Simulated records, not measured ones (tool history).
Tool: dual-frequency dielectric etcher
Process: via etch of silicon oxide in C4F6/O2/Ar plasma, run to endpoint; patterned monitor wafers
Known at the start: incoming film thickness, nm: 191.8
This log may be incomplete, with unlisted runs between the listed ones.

run  hour  bias power (kW)  source power (kW)  Ar flow (sccm)  endpoint time (s)
  1   0.0            0.567              0.300             402             45.699
  2   0.8            0.567              0.300             357             45.327
  3   1.6            0.567              0.300             317             44.854
  4   2.6            0.567              0.300             355             44.326
  5   9.8            0.567              0.300             301             44.824
  6  12.8            0.515              0.280             304             48.211
  7  16.5            0.476              0.270             305             49.841
  8  21.1            0.446              0.260             306             51.708
  9  28.3            0.423              0.250             307             54.315
 10  33.9            0.410              0.250             307             54.482

Forecast run 11:
 11  36.9            0.398              0.250             307                  ?

endpoint time (s): 54.774
